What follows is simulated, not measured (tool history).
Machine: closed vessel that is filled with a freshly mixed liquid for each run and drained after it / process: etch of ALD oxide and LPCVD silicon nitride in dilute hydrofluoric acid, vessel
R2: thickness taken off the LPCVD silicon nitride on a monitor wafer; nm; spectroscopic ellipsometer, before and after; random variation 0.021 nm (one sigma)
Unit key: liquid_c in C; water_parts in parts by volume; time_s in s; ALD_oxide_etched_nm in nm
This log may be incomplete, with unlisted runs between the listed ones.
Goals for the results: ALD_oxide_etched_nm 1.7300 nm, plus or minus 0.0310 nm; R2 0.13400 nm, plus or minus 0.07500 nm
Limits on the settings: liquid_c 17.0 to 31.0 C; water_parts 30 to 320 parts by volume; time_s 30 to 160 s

Run 1, hour 0.0: liquid_c 23.0 C, water_parts 175 parts by volume, time_s 80 s. Result: ALD_oxide_etched_nm 4.2303 nm, R2 0.26838 nm.
Run 2, hour 2.2: liquid_c 23.0 C, water_parts 175 parts by volume, time_s 100 s. Result: ALD_oxide_etched_nm 5.2946 nm, R2 0.26068 nm.
Run 3, hour 10.8: liquid_c 23.0 C, water_parts 140 parts by volume, time_s 100 s. Result: ALD_oxide_etched_nm 6.8612 nm, R2 0.34772 nm.
Run 4, hour 19.4: liquid_c 26.0 C, water_parts 140 parts by volume, time_s 100 s. Result: ALD_oxide_etched_nm 7.6257 nm, R2 0.61987 nm.
Run 5, hour 25.6: liquid_c 24.5 C, water_parts 195 parts by volume, time_s 100 s. Result: ALD_oxide_etched_nm 4.8835 nm, R2 0.38230 nm.
Run 6, hour 32.6: liquid_c 23.0 C, water_parts 230 parts by volume, time_s 100 s. Result: ALD_oxide_etched_nm 3.7754 nm, R2 0.19151 nm.
Run 7, hour 38.8: liquid_c 23.0 C, water_parts 255 parts by volume, time_s 95 s. Result: ALD_oxide_etched_nm 3.1516 nm, R2 0.20318 nm.
Run 8, hour 43.3: liquid_c 22.0 C, water_parts 275 parts by volume, time_s 90 s. Result: ALD_oxide_etched_nm 2.6222 nm, R2 0.15188 nm.
Run 9, hour 50.9: liquid_c 22.0 C, water_parts 290 parts by volume, time_s 85 s. Result: ALD_oxide_etched_nm 2.3346 nm, R2 0.17899 nm.
Run 10, hour 52.0: liquid_c 18.0 C, water_parts 315 parts by volume, time_s 85 s. Result: ALD_oxide_etched_nm 1.8034 nm, R2 0.11623 nm.

Consider the 4 candidate settings below. Which is the only one whose results all fall within their allowed miss of target?
Run A, hour 53.1: liquid_c 23.5 C, water_parts 320 parts by volume, time_s 70 s. Result: ALD_oxide_etched_nm ?, R2 ?.
Run B, hour 53.1: liquid_c 26.0 C, water_parts 320 parts by volume, time_s 60 s. Result: ALD_oxide_etched_nm ?, R2 ?.
Run C, hour 53.1: liquid_c 31.0 C, water_parts 245 parts by volume, time_s 40 s. Result: ALD_oxide_etched_nm ?, R2 ?.
Run D, hour 53.1: liquid_c 25.0 C, water_parts 320 parts by volume, time_s 65 s. Result: ALD_oxide_etched_nm ?, R2 ?.

move  ALD_oxide_etched_nm       R2
   A               1.7664  0.12510
   B               1.6484  0.12463
   C               1.8387  0.14626
   D               1.7267  0.12720
A: nearer than the last run, and not there yet
B: carries the result that was furthest off beyond its target, to the other side
C: lands further from the targets than the last run did
D: meets every target
So the answer is move D, the one that meets all the targets.
